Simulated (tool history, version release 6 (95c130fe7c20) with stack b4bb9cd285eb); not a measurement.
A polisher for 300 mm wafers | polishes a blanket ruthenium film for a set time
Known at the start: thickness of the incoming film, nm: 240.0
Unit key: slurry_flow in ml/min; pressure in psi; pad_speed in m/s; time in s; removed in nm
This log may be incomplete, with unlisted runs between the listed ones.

run	hour	slurry_flow	pressure	pad_speed	time	removed
1	0	155	1.7	1.16	86	109.43
2	8.6	155	1.5	1.16	86	97.074
3	10.2	155	1.2	1.16	86	76.577
4	12.3	155	1.2	0.88	86	61.718
5	19.6	165	1.6	0.9	86	85.216
6	25.7	180	1.9	0.9	86	101.6
7	26.7	180	1.9	0.9	86	100.53
8	31.2	180	2.1	0.96	86	117.21
9	39.3	180	2.1	0.96	86	118.62
10	42.3	180	2.3	1	86	132.88
11	45.8	190	2.4	1.04	86	144.29
12	49.9	190	2.5	1.1	86	158.85
13	56.6	190	2.6	1.14	86	166.6
14	63.8	195	2.6	1.18	86	175.26
15	69.2	195	2.6	1.2	86	177.89
16	69.8	200	2.6	1.22	86	178.57
17	76.1	200	2.6	1.24	86	180.55

Forecast run 18:
18	81.7	200	2.6	1.24	86	?

Run 18 measured removed 178.36 nm.
